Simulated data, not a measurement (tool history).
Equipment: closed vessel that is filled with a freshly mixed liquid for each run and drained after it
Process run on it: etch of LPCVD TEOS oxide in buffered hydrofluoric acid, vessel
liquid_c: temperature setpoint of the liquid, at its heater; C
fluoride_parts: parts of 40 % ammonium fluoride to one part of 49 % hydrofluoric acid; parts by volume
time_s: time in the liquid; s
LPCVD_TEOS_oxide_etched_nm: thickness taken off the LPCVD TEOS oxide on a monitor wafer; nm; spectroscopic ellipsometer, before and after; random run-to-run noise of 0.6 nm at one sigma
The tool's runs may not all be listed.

{"run": 1, "hour": 0.0, "liquid_c": 24.0, "fluoride_parts": 7.5, "time_s": 90, "LPCVD_TEOS_oxide_etched_nm": 191.05}
{"run": 2, "hour": 8.7, "liquid_c": 24.0, "fluoride_parts": 7.5, "time_s": 100, "LPCVD_TEOS_oxide_etched_nm": 212.0}
{"run": 3, "hour": 9.9, "liquid_c": 23.0, "fluoride_parts": 7.5, "time_s": 100, "LPCVD_TEOS_oxide_etched_nm": 199.64}
{"run": 4, "hour": 11.5, "liquid_c": 23.0, "fluoride_parts": 7.5, "time_s": 90, "LPCVD_TEOS_oxide_etched_nm": 179.6}
{"run": 5, "hour": 19.9, "liquid_c": 22.5, "fluoride_parts": 7.5, "time_s": 90, "LPCVD_TEOS_oxide_etched_nm": 175.48}
{"run": 6, "hour": 29.1, "liquid_c": 22.5, "fluoride_parts": 7.5, "time_s": 100, "LPCVD_TEOS_oxide_etched_nm": 195.21}
{"run": 7, "hour": 35.6, "liquid_c": 22.0, "fluoride_parts": 7.5, "time_s": 100, "LPCVD_TEOS_oxide_etched_nm": 189.67}
{"run": 8, "hour": 38.5, "liquid_c": 21.5, "fluoride_parts": 7.5, "time_s": 100, "LPCVD_TEOS_oxide_etched_nm": 184.98}
{"run": 9, "hour": 41.5, "liquid_c": 21.0, "fluoride_parts": 7.5, "time_s": 100, "LPCVD_TEOS_oxide_etched_nm": 179.57}

For run 10, what comes out?
{"run": 10, "hour": 43.7, "liquid_c": 20.5, "fluoride_parts": 7.5, "time_s": 100, "LPCVD_TEOS_oxide_etched_nm": "?"}

LPCVD_TEOS_oxide_etched_nm: 175.05 nm
